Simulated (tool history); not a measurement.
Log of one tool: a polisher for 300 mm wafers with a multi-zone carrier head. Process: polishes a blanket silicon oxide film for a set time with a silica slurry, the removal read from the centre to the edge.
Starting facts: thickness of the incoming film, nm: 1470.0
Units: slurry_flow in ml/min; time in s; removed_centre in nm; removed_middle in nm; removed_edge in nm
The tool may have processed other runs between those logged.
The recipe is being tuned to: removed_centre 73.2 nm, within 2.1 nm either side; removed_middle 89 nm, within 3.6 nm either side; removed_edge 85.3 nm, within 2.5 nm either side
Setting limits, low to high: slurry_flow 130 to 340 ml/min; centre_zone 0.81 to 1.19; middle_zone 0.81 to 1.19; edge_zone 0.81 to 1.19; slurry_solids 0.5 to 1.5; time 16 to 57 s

run,hour,slurry_flow,centre_zone,middle_zone,edge_zone,slurry_solids,time,removed_centre,removed_middle,removed_edge
1,0,220,1,1,1,1,36,55.703,56.307,57.534
2,4.1,220,0.94,1,1,1,36,52.348,57.189,57.178
3,8.6,220,0.94,0.92,1,1,36,53.155,54.325,57.049
4,13.7,220,0.94,0.89,1,1,36,52.444,53.39,57.163
5,19,220,0.94,0.89,1,1,29,42.103,42.382,46.597
6,27.4,220,0.94,0.89,0.95,1,29,42.278,42.754,45.296
7,31.8,230,0.93,0.94,0.98,1.1,31,47.25,49.267,51.613
8,39.6,235,0.92,0.98,1,1.2,33,51.578,56.027,57.51
9,46.5,240,0.92,1.01,1.02,1.25,34,54.444,60.118,60.525
10,51.5,235,0.88,1.11,1.12,1.5,43,70.533,85.873,85.813
11,52.2,235,0.88,1.11,1.12,1.5,43,70.472,87.535,85.372

5 next moves are on the table. One of them brings every result within its allowed miss. Which?
A,52.9,265,0.9,1.14,1.08,1.5,43,?,?,?
B,52.9,245,0.86,1.19,1.1,1.2,46,?,?,?
C,52.9,245,0.94,1.04,1.18,1.4,44,?,?,?
D,52.9,245,0.89,1.11,1.13,1.45,42,?,?,?
E,52.9,200,0.93,1.12,1.07,1.2,50,?,?,?

move,removed_centre,removed_middle,removed_edge
A,72.51,88.975,85.24
B,67.482,88.95,83.84
C,74.589,83.048,88.433
D,68.473,83.613,83.561
E,76.475,90.316,87.959
A: hits every target within its allowed miss
B: misses by more than the last run did
C: the furthest-off result lands on target, but another misses its tolerance
D: misses by more than the last run did
E: pushes the last run's worst result past its target
Move A is the one to make.
